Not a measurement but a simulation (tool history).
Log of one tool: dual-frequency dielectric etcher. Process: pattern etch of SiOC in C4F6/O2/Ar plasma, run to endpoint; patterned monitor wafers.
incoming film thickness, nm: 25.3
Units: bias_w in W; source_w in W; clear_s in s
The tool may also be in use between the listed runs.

run,hour,bias_w,source_w,clear_s
1,0,581,340,9.0516
2,5,676,340,8.5187
3,12,633,340,8.7636
4,14.5,720,340,8.2911
5,22.1,671,340,8.5036
6,25.5,671,300,8.8531
7,33.5,636,300,9.0237
8,40.5,520,280,9.9902
9,43.6,512,280,10.115

Forecast run 10:
10,44.7,506,280,?

{"run 10": {"clear_s": 10.179}}
